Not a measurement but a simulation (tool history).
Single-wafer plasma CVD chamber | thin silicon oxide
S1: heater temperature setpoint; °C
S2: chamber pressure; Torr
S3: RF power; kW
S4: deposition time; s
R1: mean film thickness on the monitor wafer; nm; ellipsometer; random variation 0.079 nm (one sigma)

run,hour,S1,S2,S3,S4,R1
1,0,410,0.961,0.365,8.6,17.589
2,4.7,410,1.032,0.365,8.6,18.738
3,9.6,410,1.032,0.365,8.6,18.493
4,10.7,410,1.032,0.365,8.6,18.705
5,15.6,410,0.866,0.365,8.6,15.867
6,21.9,410,0.979,0.365,8.6,17.773
7,30,410,1.038,0.365,8.6,18.693
8,36,410,1.082,0.365,8.6,19.267
9,43.3,410,1.082,0.365,8.6,19.248

Run 10 comes next. What will it give?
10,51.1,410,1.12,0.365,8.6,?

{"run 10": {"R1": 19.647}}
